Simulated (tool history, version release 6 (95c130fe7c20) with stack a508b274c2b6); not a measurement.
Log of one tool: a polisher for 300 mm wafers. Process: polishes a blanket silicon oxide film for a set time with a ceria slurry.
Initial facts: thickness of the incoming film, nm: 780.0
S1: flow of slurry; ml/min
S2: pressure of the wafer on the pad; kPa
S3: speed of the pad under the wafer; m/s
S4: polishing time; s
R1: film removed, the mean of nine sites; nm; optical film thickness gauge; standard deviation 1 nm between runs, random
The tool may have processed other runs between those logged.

run,hour,S1,S2,S3,S4,R1
1,0.0,240,27.6,1.06,25,149.90
2,5.6,240,26.2,1.04,25,140.53
3,6.2,240,24.8,1.02,25,129.81
4,14.2,240,23.4,1.02,25,124.68
5,18.9,240,26.2,1.02,25,140.15
6,27.6,240,24.8,1.02,25,131.05

Run 7 is up next; what results do you expect?
7,34.0,240,23.4,1.00,25,?

Run 7 came out at R1 124.18 nm.

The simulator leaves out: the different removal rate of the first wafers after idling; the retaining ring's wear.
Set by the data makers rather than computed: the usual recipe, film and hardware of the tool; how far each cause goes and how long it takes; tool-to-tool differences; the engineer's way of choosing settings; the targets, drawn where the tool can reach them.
